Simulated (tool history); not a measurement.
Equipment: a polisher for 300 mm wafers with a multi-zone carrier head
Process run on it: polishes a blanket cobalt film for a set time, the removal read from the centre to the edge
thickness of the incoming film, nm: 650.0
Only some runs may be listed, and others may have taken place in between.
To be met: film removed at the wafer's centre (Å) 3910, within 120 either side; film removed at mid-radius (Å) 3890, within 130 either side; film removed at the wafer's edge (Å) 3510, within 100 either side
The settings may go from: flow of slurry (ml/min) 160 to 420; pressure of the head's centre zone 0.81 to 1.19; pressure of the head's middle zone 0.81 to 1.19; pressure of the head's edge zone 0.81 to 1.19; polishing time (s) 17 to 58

| run | hour | flow of slurry (ml/min) | pressure of the head's centre zone | pressure of the head's middle zone | pressure of the head's edge zone | polishing time (s) | film removed at the wafer's centre (Å) | film removed at mid-radius (Å) | film removed at the wafer's edge (Å) |
|---|---|---|---|---|---|---|---|---|---|
| 1 | 0 | 270 | 1 | 1 | 1 | 37 | 2526.8 | 2786.5 | 2769.9 |
| 2 | 8.3 | 270 | 1 | 1.04 | 1 | 37 | 2559.6 | 2859.7 | 2772.1 |
| 3 | 12.9 | 225 | 1 | 1.04 | 1 | 37 | 2466.4 | 2779.2 | 2745.5 |
| 4 | 19.2 | 260 | 1.05 | 1.08 | 1.03 | 39 | 2800 | 3119.7 | 2940.3 |
| 5 | 24.1 | 285 | 1.09 | 1.08 | 1.05 | 41 | 3101.8 | 3355.4 | 3162 |
| 6 | 25.9 | 285 | 1.09 | 1.08 | 1.05 | 38 | 2839.3 | 3009.8 | 2922.7 |
| 7 | 33.9 | 305 | 1.12 | 1.09 | 1.04 | 40 | 3122 | 3211.2 | 3125.7 |
| 8 | 38.7 | 310 | 1.14 | 1.12 | 1.01 | 42 | 3267.9 | 3514.5 | 3232.2 |
| 9 | 42.9 | 310 | 1.15 | 1.1 | 0.97 | 44 | 3525.9 | 3618.7 | 3310.9 |
| 10 | 44.1 | 315 | 1.16 | 1.1 | 0.97 | 45 | 3617.9 | 3719.2 | 3338.9 |
| 11 | 51.1 | 320 | 1.17 | 1.1 | 0.97 | 45 | 3710.6 | 3752.6 | 3421.1 |
| 12 | 56.6 | 330 | 1.18 | 1.1 | 0.96 | 45 | 3698.7 | 3700.7 | 3375.6 |

Below are 4 possible settings for the next run. Only one of them brings all results inside the allowed miss of their targets. Which is it?
| A | 62.1 | 350 | 1.03 | 1.17 | 0.94 | 46 | ? | ? | ? |
| B | 62.1 | 250 | 1.19 | 1.13 | 0.97 | 48 | ? | ? | ? |
| C | 62.1 | 335 | 1.1 | 1.11 | 1.08 | 42 | ? | ? | ? |
| D | 62.1 | 315 | 1.19 | 1 | 0.94 | 45 | ? | ? | ? |

| move | film removed at the wafer's centre (Å) | film removed at mid-radius (Å) | film removed at the wafer's edge (Å) |
|---|---|---|---|
| A | 3358.5 | 3989.5 | 3425.6 |
| B | 3895 | 3892 | 3530 |
| C | 3261.7 | 3465.4 | 3337.9 |
| D | 3756.4 | 3376.4 | 3333.1 |
A: its largest miss is bigger than the last run's
B: every result lands within tolerance
C: its largest miss is bigger than the last run's
D: its largest miss is bigger than the last run's
B is the move that brings every result within its allowed miss.

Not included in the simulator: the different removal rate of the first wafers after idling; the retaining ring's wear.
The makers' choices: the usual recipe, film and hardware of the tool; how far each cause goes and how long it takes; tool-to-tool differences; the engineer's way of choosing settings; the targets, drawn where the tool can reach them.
